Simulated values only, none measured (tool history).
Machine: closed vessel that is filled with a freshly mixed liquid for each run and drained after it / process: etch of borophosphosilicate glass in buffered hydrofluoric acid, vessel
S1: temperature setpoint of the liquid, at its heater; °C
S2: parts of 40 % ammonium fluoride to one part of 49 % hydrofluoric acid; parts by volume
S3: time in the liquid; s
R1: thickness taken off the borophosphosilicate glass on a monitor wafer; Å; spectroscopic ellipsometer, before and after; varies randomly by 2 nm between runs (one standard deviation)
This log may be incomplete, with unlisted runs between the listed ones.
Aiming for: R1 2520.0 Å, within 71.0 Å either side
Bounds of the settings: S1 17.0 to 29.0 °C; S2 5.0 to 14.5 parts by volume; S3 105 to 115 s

| run | hour | S1 | S2 | S3 | R1 |
|---|---|---|---|---|---|
| 1 | 0.0 | 21.0 | 9.0 | 105 | 1630.5 |
| 2 | 1.4 | 22.0 | 9.0 | 105 | 1720.8 |
| 3 | 8.9 | 22.0 | 7.0 | 105 | 2249.3 |
| 4 | 12.8 | 23.0 | 7.0 | 105 | 2400.1 |
| 5 | 18.9 | 23.0 | 8.0 | 105 | 2067.4 |
| 6 | 23.4 | 23.5 | 8.0 | 105 | 2150.2 |
| 7 | 28.2 | 24.0 | 8.0 | 105 | 2186.0 |
| 8 | 31.3 | 24.5 | 8.0 | 105 | 2231.3 |
| 9 | 40.2 | 24.5 | 8.0 | 105 | 2245.8 |

5 next moves are on the table. One of them brings every result within its allowed miss. Which?
| A | 49.1 | 23.5 | 7.0 | 115 | ? |
| B | 49.1 | 26.0 | 8.0 | 110 | ? |
| C | 49.1 | 27.0 | 9.0 | 110 | ? |
| D | 49.1 | 25.0 | 8.0 | 110 | ? |
| E | 49.1 | 21.5 | 8.0 | 110 | ? |

| move | R1 |
|---|---|
| A | 2659.3 |
| B | 2512.8 |
| C | 2329.3 |
| D | 2382.4 |
| E | 1971.8 |
A: takes the result that was furthest off past its target
B: meets every target
C: closes in on the targets versus the last run, not all within tolerance yet
D: closes in on the targets versus the last run, not all within tolerance yet
E: its largest miss is bigger than the last run's
The right move is B.

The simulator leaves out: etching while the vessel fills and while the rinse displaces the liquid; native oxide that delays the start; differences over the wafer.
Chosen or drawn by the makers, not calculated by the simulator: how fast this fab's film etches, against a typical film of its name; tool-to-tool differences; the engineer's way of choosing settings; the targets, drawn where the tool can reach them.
